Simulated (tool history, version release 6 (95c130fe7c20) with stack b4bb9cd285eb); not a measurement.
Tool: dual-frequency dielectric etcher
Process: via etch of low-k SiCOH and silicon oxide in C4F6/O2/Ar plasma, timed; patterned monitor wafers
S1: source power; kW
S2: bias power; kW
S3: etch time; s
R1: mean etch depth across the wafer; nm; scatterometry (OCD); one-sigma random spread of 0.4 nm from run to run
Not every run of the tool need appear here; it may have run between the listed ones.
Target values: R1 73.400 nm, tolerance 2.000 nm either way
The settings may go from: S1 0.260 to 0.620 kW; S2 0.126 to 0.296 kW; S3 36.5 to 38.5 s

{"run": 1, "hour": 0.0, "S1": 0.44, "S2": 0.211, "S3": 36.5, "R1": 91.587}
{"run": 2, "hour": 1.0, "S1": 0.44, "S2": 0.211, "S3": 36.5, "R1": 90.914}
{"run": 3, "hour": 2.2, "S1": 0.44, "S2": 0.224, "S3": 36.5, "R1": 93.912}
{"run": 4, "hour": 3.5, "S1": 0.39, "S2": 0.224, "S3": 36.5, "R1": 88.949}
{"run": 5, "hour": 7.8, "S1": 0.39, "S2": 0.224, "S3": 36.5, "R1": 88.514}
{"run": 6, "hour": 9.9, "S1": 0.39, "S2": 0.254, "S3": 36.5, "R1": 92.993}
{"run": 7, "hour": 16.5, "S1": 0.36, "S2": 0.237, "S3": 36.5, "R1": 87.704}
{"run": 8, "hour": 19.0, "S1": 0.33, "S2": 0.225, "S3": 36.5, "R1": 83.698}
{"run": 9, "hour": 21.9, "S1": 0.33, "S2": 0.225, "S3": 36.5, "R1": 83.654}
{"run": 10, "hour": 24.9, "S1": 0.31, "S2": 0.215, "S3": 36.5, "R1": 80.048}
{"run": 11, "hour": 26.4, "S1": 0.3, "S2": 0.21, "S3": 36.5, "R1": 78.508}
{"run": 12, "hour": 30.8, "S1": 0.29, "S2": 0.206, "S3": 36.5, "R1": 77.461}
{"run": 13, "hour": 39.3, "S1": 0.28, "S2": 0.203, "S3": 36.5, "R1": 75.908}
{"run": 14, "hour": 47.1, "S1": 0.28, "S2": 0.201, "S3": 36.5, "R1": 76.826}

Next run, 5 choices. One meets every target within its allowed miss, the rest don't. Which?
{"run": "A", "hour": 54.9, "S1": 0.27, "S2": 0.206, "S3": 38.5, "R1": "?"}
{"run": "B", "hour": 54.9, "S1": 0.29, "S2": 0.216, "S3": 37.0, "R1": "?"}
{"run": "C", "hour": 54.9, "S1": 0.35, "S2": 0.185, "S3": 36.5, "R1": "?"}
{"run": "D", "hour": 54.9, "S1": 0.27, "S2": 0.193, "S3": 38.0, "R1": "?"}
{"run": "E", "hour": 54.9, "S1": 0.26, "S2": 0.193, "S3": 37.0, "R1": "?"}

move=A R1=79.679
move=B R1=79.807
move=C R1=80.936
move=D R1=77.163
move=E R1=74.051
A: misses by more than the last run did
B: misses by more than the last run did
C: misses by more than the last run did
D: misses by more than the last run did
E: in spec on every target
The right move is E.
